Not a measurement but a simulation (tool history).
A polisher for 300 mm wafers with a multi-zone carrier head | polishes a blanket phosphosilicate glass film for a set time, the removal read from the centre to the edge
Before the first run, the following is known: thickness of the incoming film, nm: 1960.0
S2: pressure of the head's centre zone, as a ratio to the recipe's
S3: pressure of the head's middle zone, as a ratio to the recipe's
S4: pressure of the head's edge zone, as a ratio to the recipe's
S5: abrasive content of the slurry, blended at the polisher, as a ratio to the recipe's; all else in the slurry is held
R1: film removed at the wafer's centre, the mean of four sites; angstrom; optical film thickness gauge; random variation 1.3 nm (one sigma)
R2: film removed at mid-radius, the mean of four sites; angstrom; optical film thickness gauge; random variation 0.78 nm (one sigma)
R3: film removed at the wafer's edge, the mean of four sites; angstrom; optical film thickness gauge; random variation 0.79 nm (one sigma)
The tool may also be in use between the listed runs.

run 1 day=0.000 | flow_of_slurry_(ml/min)=165 S2=1.00 S3=1.00 S4=1.00 S5=1.00 polishing_time_(s)=35 | R1=1820.90 R2=1784.70 R3=1737.3
run 2 day=0.321 | flow_of_slurry_(ml/min)=165 S2=1.00 S3=1.00 S4=1.00 S5=0.90 polishing_time_(s)=35 | R1=1770.70 R2=1682.00 R3=1642.8
run 3 day=0.350 | flow_of_slurry_(ml/min)=165 S2=1.00 S3=1.08 S4=1.00 S5=0.90 polishing_time_(s)=35 | R1=1726.70 R2=1819.40 R3=1640.8
run 4 day=0.429 | flow_of_slurry_(ml/min)=195 S2=1.00 S3=1.08 S4=1.00 S5=0.90 polishing_time_(s)=35 | R1=1798.10 R2=1868.80 R3=1696.1
run 5 day=0.721 | flow_of_slurry_(ml/min)=170 S2=0.94 S3=1.02 S4=0.98 S5=0.80 polishing_time_(s)=35 | R1=1512.20 R2=1604.20 R3=1543.1
run 6 day=1.033 | flow_of_slurry_(ml/min)=155 S2=0.92 S3=0.97 S4=0.94 S5=0.80 polishing_time_(s)=35 | R1=1496.80 R2=1517.00 R3=1493.7
run 7 day=1.317 | flow_of_slurry_(ml/min)=105 S2=0.82 S3=0.87 S4=0.92 S5=0.55 polishing_time_(s)=35 | R1=890.40 R2=982.57 R3=1073.8
run 8 day=1.492 | flow_of_slurry_(ml/min)=140 S2=0.83 S3=0.87 S4=0.93 S5=0.55 polishing_time_(s)=35 | R1=991.98 R2=1074.60 R3=1137.3
run 9 day=1.525 | flow_of_slurry_(ml/min)=190 S2=0.86 S3=0.82 S4=1.02 S5=0.55 polishing_time_(s)=35 | R1=1093.80 R2=1077.30 R3=1241.2
run 10 day=1.696 | flow_of_slurry_(ml/min)=205 S2=0.86 S3=0.83 S4=1.01 S5=0.55 polishing_time_(s)=35 | R1=1140.20 R2=1085.00 R3=1246.3
run 11 day=1.762 | flow_of_slurry_(ml/min)=210 S2=0.86 S3=0.86 S4=1.02 S5=0.55 polishing_time_(s)=35 | R1=1102.30 R2=1149.10 R3=1254.2
run 12 day=1.817 | flow_of_slurry_(ml/min)=220 S2=0.87 S3=0.86 S4=1.02 S5=0.55 polishing_time_(s)=35 | R1=1149.30 R2=1138.90 R3=1262.3

Run 13 is up next; what results do you expect?
run 13 day=2.112 | flow_of_slurry_(ml/min)=225 S2=0.88 S3=0.87 S4=1.03 S5=0.55 polishing_time_(s)=35 | R1=? R2=? R3=?

Logged for run 13: R1 1139.70 angstrom, R2 1161.60 angstrom, R3 1267.3 angstrom.
